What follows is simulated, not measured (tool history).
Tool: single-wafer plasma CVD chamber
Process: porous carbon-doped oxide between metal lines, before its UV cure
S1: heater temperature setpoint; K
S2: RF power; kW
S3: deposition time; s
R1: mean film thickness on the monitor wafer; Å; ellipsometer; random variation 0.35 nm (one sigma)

| run | hour | S1 | S2 | S3 | R1 |
|---|---|---|---|---|---|
| 1 | 0.0 | 588.15 | 0.465 | 36.1 | 1642.1 |
| 2 | 3.8 | 577.15 | 0.465 | 36.1 | 1765.4 |
| 3 | 8.1 | 567.15 | 0.465 | 36.1 | 1875.1 |
| 4 | 10.4 | 564.15 | 0.465 | 36.1 | 1918.3 |
| 5 | 11.7 | 575.15 | 0.450 | 36.1 | 1751.2 |
| 6 | 12.6 | 575.15 | 0.450 | 34.4 | 1670.3 |
| 7 | 14.9 | 575.15 | 0.450 | 34.4 | 1660.8 |
| 8 | 23.8 | 583.15 | 0.445 | 34.4 | 1568.9 |
| 9 | 25.8 | 589.15 | 0.445 | 34.4 | 1514.9 |

Run 10 comes next. What will it give?
| 10 | 31.8 | 594.15 | 0.445 | 34.4 | ? |

Run 10 gave R1 1472.3 Å.

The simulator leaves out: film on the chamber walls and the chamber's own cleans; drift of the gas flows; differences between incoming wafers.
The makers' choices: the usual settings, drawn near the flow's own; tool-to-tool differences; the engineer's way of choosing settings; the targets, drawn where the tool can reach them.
